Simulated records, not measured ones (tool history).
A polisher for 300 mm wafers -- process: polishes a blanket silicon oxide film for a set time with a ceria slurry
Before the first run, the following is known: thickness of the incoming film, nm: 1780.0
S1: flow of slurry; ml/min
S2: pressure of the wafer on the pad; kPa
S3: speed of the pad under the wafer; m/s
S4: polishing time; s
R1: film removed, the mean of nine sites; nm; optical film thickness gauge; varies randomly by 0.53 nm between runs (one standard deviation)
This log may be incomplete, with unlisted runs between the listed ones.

run    day   S1    S2    S3  S4      R1
  1      0  275  21.4  0.82  28  93.225
  2  0.062  275  21.4  0.82  25  83.506
  3  0.267  275  25.5  0.82  25  98.388
  4  0.575  275  25.5  0.92  25  107.35
  5    0.6  275  25.5  0.84  25  100.75
  6  0.817  275  23.4  0.84  25  92.414

Estimate the outcome of run 7 from the log above:
  7  0.846  275  22.1  0.84  25   ?

R1: 85.729 nm
